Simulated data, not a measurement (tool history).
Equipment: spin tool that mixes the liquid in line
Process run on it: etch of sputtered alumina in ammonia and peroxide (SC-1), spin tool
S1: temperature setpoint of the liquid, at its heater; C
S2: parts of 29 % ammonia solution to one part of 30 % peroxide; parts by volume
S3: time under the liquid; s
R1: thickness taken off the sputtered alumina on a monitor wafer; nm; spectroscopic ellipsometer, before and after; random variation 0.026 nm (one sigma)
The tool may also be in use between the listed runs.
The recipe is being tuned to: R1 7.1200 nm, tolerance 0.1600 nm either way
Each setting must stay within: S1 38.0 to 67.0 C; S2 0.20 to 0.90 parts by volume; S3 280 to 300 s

Run 1, day 0.000: S1 51.0 C, S2 0.50 parts by volume, S3 280 s. Result: R1 13.7210 nm.
Run 2, day 0.154: S1 49.5 C, S2 0.50 parts by volume, S3 280 s. Result: R1 12.5760 nm.
Run 3, day 0.379: S1 56.0 C, S2 0.50 parts by volume, S3 280 s. Result: R1 17.9480 nm.
Run 4, day 0.508: S1 56.0 C, S2 0.50 parts by volume, S3 280 s. Result: R1 17.8390 nm.
Run 5, day 0.696: S1 54.0 C, S2 0.50 parts by volume, S3 280 s. Result: R1 16.1230 nm.
Run 6, day 0.725: S1 52.5 C, S2 0.50 parts by volume, S3 280 s. Result: R1 14.7850 nm.
Run 7, day 0.938: S1 44.5 C, S2 0.50 parts by volume, S3 280 s. Result: R1 9.5351 nm.
Run 8, day 0.992: S1 44.0 C, S2 0.50 parts by volume, S3 280 s. Result: R1 9.2713 nm.

Of the 5 settings listed for the next run, only one would bring every result within its allowed miss of target. Which one?
Run A, day 1.046: S1 41.0 C, S2 0.40 parts by volume, S3 280 s. Result: R1 ?.
Run B, day 1.046: S1 38.0 C, S2 0.70 parts by volume, S3 280 s. Result: R1 ?.
Run C, day 1.046: S1 40.5 C, S2 0.45 parts by volume, S3 280 s. Result: R1 ?.
Run D, day 1.046: S1 40.5 C, S2 0.55 parts by volume, S3 280 s. Result: R1 ?.
Run E, day 1.046: S1 39.5 C, S2 0.25 parts by volume, S3 300 s. Result: R1 ?.

move      R1
   A  7.5968
   B  6.7093
   C  7.4604
   D  7.6046
   E  7.1233
A: moves toward the targets from the last run without getting all of them in spec
B: carries the result that was furthest off beyond its target, to the other side
C: moves toward the targets from the last run without getting all of them in spec
D: moves toward the targets from the last run without getting all of them in spec
E: every result lands within tolerance
Answer: E

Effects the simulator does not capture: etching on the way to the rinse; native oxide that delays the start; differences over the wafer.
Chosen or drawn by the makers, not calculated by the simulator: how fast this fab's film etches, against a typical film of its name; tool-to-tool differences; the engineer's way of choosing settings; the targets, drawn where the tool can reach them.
